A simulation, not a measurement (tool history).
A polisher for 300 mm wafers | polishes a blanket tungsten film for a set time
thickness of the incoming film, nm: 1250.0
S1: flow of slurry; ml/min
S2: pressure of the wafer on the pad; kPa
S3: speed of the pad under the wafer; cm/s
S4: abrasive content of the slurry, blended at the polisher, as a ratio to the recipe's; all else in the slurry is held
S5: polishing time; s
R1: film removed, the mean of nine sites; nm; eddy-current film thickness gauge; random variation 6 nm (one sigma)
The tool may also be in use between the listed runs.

Run 1, day 0.000: S1 260 ml/min, S2 24.1 kPa, S3 120 cm/s, S4 1.0, S5 49 s. Result: R1 243.71 nm.
Run 2, day 0.375: S1 260 ml/min, S2 24.1 kPa, S3 120 cm/s, S4 1.0, S5 51 s. Result: R1 243.86 nm.
Run 3, day 0.558: S1 260 ml/min, S2 24.1 kPa, S3 140 cm/s, S4 1.0, S5 51 s. Result: R1 266.64 nm.
Run 4, day 0.783: S1 260 ml/min, S2 26.2 kPa, S3 142 cm/s, S4 1.0, S5 51 s. Result: R1 294.27 nm.
Run 5, day 0.992: S1 260 ml/min, S2 28.3 kPa, S3 144 cm/s, S4 1.0, S5 51 s. Result: R1 323.66 nm.
Run 6, day 1.333: S1 260 ml/min, S2 22.8 kPa, S3 144 cm/s, S4 1.0, S5 51 s. Result: R1 266.41 nm.

Forecast run 7:
Run 7, day 1.500: S1 260 ml/min, S2 25.5 kPa, S3 146 cm/s, S4 1.0, S5 51 s. Result: R1 ?.

Run 7 gave R1 290.78 nm.

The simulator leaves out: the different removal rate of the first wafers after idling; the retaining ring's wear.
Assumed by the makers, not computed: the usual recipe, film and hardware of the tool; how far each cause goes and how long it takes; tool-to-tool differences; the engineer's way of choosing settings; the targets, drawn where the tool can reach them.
